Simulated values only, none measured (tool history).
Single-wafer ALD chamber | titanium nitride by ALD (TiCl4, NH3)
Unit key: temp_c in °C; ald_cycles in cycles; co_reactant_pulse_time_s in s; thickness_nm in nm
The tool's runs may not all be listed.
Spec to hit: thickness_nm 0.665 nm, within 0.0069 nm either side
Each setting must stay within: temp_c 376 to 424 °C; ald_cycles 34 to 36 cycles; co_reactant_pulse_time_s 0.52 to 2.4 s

run	hour	temp_c	ald_cycles	co_reactant_pulse_time_s	thickness_nm
1	0	400	36	1.46	0.72465
2	4.7	399	36	1.38	0.72688
3	8.3	399	36	1.7	0.73353
4	14.4	404	36	1.7	0.73303
5	18.1	404	36	1.7	0.73591
6	19.6	398	36	1.7	0.73195
7	20.4	396	36	1.57	0.72983
8	25.7	395	36	1.44	0.7206
9	28.9	394	36	1.39	0.71903
10	37.2	393	36	1.34	0.71799
11	39.6	392	36	1.29	0.71702
12	48.2	391	36	1.23	0.70963
13	50	390	36	1.21	0.70591

Exactly one of the 4 candidate moves below puts every result within its allowed miss. Which one?
A	51.8	390	34	1.43	?
B	51.8	384	35	1.26	?
C	51.8	384	34	1.25	?
D	51.8	391	36	0.94	?

move	thickness_nm
A	0.67646
B	0.68249
C	0.66246
D	0.68801
A: gains on the last run, yet a result remains outside its allowed miss
B: gains on the last run, yet a result remains outside its allowed miss
C: hits every target within its allowed miss
D: gains on the last run, yet a result remains outside its allowed miss
Go with C: it meets all targets.
